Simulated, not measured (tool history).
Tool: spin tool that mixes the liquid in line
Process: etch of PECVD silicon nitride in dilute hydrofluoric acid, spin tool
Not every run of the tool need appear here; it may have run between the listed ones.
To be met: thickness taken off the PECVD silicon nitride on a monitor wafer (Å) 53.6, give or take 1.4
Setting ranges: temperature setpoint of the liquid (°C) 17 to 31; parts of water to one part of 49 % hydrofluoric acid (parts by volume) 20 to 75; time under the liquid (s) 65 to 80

run  hour  temperature setpoint of the liquid (°C)  parts of water to one part of 49 % hydrofluoric acid (parts by volume)  time under the liquid (s)  thickness taken off the PECVD silicon nitride on a monitor wafer (Å)
  1     0                                       23                                                                      45                         80                                                                92.846
  2   3.9                                       23                                                                      40                         80                                                                104.58
  3   8.2                                       23                                                                      40                         80                                                                103.73
  4    15                                     21.5                                                                      45                         80                                                                83.861
  5    18                                     20.5                                                                      45                         80                                                                78.501
  6  24.4                                     20.5                                                                      60                         80                                                                 59.23
  7  32.4                                       20                                                                      60                         80                                                                56.868
  8  34.3                                       20                                                                      60                         80                                                                 57.75
  9  36.5                                     19.5                                                                      60                         80                                                                56.311

Next run, 4 choices. One meets every target within its allowed miss, the rest don't. Which?
  A  38.7                                     20.5                                                                      60                         75                                                                     ?
  B  38.7                                     20.5                                                                      50                         65                                                                     ?
  C  38.7                                       23                                                                      75                         75                                                                     ?
  D  38.7                                       21                                                                      60                         80                                                                     ?

move  thickness taken off the PECVD silicon nitride on a monitor wafer (Å)
   A                                                                55.508
   B                                                                57.459
   C                                                                52.894
   D                                                                61.281
A: nearer than the last run, and not there yet
B: moves away from the targets compared with the last run
C: every result lands within tolerance
D: moves away from the targets compared with the last run
The right move is C.

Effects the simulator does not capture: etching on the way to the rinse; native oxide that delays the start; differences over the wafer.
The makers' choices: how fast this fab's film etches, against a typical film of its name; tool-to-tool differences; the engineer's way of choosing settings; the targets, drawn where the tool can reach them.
